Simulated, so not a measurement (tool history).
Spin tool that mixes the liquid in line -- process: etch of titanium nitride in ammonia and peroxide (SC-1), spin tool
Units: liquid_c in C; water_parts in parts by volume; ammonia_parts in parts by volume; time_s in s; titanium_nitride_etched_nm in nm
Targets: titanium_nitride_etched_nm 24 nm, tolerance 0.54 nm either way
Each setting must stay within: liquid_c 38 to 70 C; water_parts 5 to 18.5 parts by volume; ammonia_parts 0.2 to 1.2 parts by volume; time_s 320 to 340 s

{"run": 1, "hour": 0.0, "liquid_c": 54, "water_parts": 10.5, "ammonia_parts": 0.8, "time_s": 320, "titanium_nitride_etched_nm": 26.91}
{"run": 2, "hour": 6.6, "liquid_c": 54, "water_parts": 14, "ammonia_parts": 0.8, "time_s": 320, "titanium_nitride_etched_nm": 23.459}
{"run": 3, "hour": 10.1, "liquid_c": 54, "water_parts": 14, "ammonia_parts": 0.8, "time_s": 340, "titanium_nitride_etched_nm": 25.061}
{"run": 4, "hour": 16.8, "liquid_c": 54, "water_parts": 14, "ammonia_parts": 0.55, "time_s": 340, "titanium_nitride_etched_nm": 23.163}
{"run": 5, "hour": 25.0, "liquid_c": 60.5, "water_parts": 14, "ammonia_parts": 0.55, "time_s": 340, "titanium_nitride_etched_nm": 35.918}
{"run": 6, "hour": 33.0, "liquid_c": 58.5, "water_parts": 14, "ammonia_parts": 0.55, "time_s": 340, "titanium_nitride_etched_nm": 31.52}
{"hour": 38.0, "done": "ammonia flow meter replaced"}
{"run": 7, "hour": 38.0, "liquid_c": 57, "water_parts": 14, "ammonia_parts": 0.55, "time_s": 340, "titanium_nitride_etched_nm": 28.439}
{"run": 8, "hour": 45.2, "liquid_c": 56, "water_parts": 14, "ammonia_parts": 0.55, "time_s": 340, "titanium_nitride_etched_nm": 26.868}
{"run": 9, "hour": 45.9, "liquid_c": 55.5, "water_parts": 14, "ammonia_parts": 0.55, "time_s": 340, "titanium_nitride_etched_nm": 26.285}
{"run": 10, "hour": 49.0, "liquid_c": 55, "water_parts": 14, "ammonia_parts": 0.55, "time_s": 340, "titanium_nitride_etched_nm": 24.959}

Below are 5 possible settings for the next run. Only one of them brings all results inside the allowed miss of their targets. Which is it?
{"run": "A", "hour": 52.1, "liquid_c": 55, "water_parts": 15, "ammonia_parts": 0.75, "time_s": 320, "titanium_nitride_etched_nm": "?"}
{"run": "B", "hour": 52.1, "liquid_c": 57, "water_parts": 16, "ammonia_parts": 0.5, "time_s": 335, "titanium_nitride_etched_nm": "?"}
{"run": "C", "hour": 52.1, "liquid_c": 55, "water_parts": 14, "ammonia_parts": 0.6, "time_s": 340, "titanium_nitride_etched_nm": "?"}
{"run": "D", "hour": 52.1, "liquid_c": 56, "water_parts": 11, "ammonia_parts": 0.2, "time_s": 340, "titanium_nitride_etched_nm": "?"}
{"run": "E", "hour": 52.1, "liquid_c": 58.5, "water_parts": 15, "ammonia_parts": 0.2, "time_s": 340, "titanium_nitride_etched_nm": "?"}

move=A titanium_nitride_etched_nm=23.897
move=B titanium_nitride_etched_nm=25.701
move=C titanium_nitride_etched_nm=25.342
move=D titanium_nitride_etched_nm=25.219
move=E titanium_nitride_etched_nm=25.13
A: all results in spec
B: the biggest miss grows against the last run
C: the biggest miss grows against the last run
D: the biggest miss grows against the last run
E: the biggest miss grows against the last run
The move that meets every target is A.
